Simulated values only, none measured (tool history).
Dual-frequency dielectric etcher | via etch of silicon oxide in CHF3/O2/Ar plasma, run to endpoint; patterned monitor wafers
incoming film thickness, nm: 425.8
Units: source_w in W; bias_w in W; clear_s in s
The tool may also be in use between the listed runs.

run	hour	source_w	bias_w	clear_s
1	0.0	560	232	192.58
2	2.0	630	232	182.19
3	5.4	610	230	184.67
4	9.5	590	228	187.93
5	15.1	570	226	191.16
6	23.9	550	224	197.32
7	28.0	540	223	197.68

Forecast run 8:
8	29.8	530	222	?

Run 8 gave clear_s 200.28 s.
